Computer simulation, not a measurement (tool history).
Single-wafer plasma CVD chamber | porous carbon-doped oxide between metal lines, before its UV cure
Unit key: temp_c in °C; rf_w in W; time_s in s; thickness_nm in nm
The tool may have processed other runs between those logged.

| run | hour | temp_c | rf_w | time_s | thickness_nm |
|---|---|---|---|---|---|
| 1 | 0 | 325 | 455 | 35.5 | 148.47 |
| 2 | 3.6 | 321 | 460 | 35.5 | 153.03 |
| 3 | 11.3 | 326 | 460 | 35.5 | 147.54 |
| 4 | 15 | 323 | 465 | 35.5 | 150.63 |
| 5 | 19.5 | 323 | 440 | 35.5 | 145.23 |
| 6 | 26.4 | 332 | 440 | 35.5 | 137.91 |

Estimate the outcome of run 7 from the log above:
| 7 | 31.4 | 327 | 445 | 35.5 | ? |

thickness_nm: 142.08 nm
